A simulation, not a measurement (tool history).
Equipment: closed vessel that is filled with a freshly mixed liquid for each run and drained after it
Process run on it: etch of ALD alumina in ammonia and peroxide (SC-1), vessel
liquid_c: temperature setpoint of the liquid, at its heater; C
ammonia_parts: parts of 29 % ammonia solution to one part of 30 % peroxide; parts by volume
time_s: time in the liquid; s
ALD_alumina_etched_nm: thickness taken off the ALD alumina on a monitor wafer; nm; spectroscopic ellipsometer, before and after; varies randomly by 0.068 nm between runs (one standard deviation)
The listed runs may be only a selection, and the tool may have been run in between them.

run 1 hour=0 | liquid_c=58 ammonia_parts=0.95 time_s=145 | ALD_alumina_etched_nm=13.768
run 2 hour=8 | liquid_c=53.5 ammonia_parts=0.95 time_s=145 | ALD_alumina_etched_nm=10.617
run 3 hour=11.6 | liquid_c=51.5 ammonia_parts=0.95 time_s=145 | ALD_alumina_etched_nm=9.6866
run 4 hour=14.6 | liquid_c=50 ammonia_parts=0.95 time_s=145 | ALD_alumina_etched_nm=8.8056
run 5 hour=20 | liquid_c=49 ammonia_parts=0.95 time_s=145 | ALD_alumina_etched_nm=8.4123
run 6 hour=20.7 | liquid_c=53 ammonia_parts=0.95 time_s=145 | ALD_alumina_etched_nm=10.477
run 7 hour=21.8 | liquid_c=51 ammonia_parts=0.95 time_s=145 | ALD_alumina_etched_nm=9.3747

What will run 8 give?
run 8 hour=26.5 | liquid_c=49.5 ammonia_parts=0.95 time_s=145 | ALD_alumina_etched_nm=?

ALD_alumina_etched_nm: 8.665 nm
